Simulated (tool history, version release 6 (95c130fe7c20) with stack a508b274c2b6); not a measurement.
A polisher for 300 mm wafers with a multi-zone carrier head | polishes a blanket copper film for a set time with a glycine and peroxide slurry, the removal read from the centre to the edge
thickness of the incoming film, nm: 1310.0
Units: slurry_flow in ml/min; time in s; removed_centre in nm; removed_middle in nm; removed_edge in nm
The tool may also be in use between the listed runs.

run	day	slurry_flow	centre_zone	middle_zone	edge_zone	time	removed_centre	removed_middle	removed_edge
1	0	255	1	1	1	32	155.32	159.81	148.88
2	0.112	240	0.97	0.93	1.01	28	132.69	127.69	132.81
3	0.35	240	0.9	0.93	1.01	28	122.56	128.86	131.55
4	0.617	230	0.89	0.89	0.98	25	109.83	111.25	116.1
5	0.921	215	0.88	0.86	0.98	24	103.1	104.41	111.09
6	1.221	215	0.81	0.86	0.98	24	96.879	106.24	109.83
7	1.262	210	0.84	0.84	0.99	23	94.402	97.794	104.47

Run 8 comes next. What will it give?
8	1.383	210	0.84	0.84	0.99	23	?	?	?

{"run 8": {"removed_centre": 92.67, "removed_middle": 94.54, "removed_edge": 106.71}}
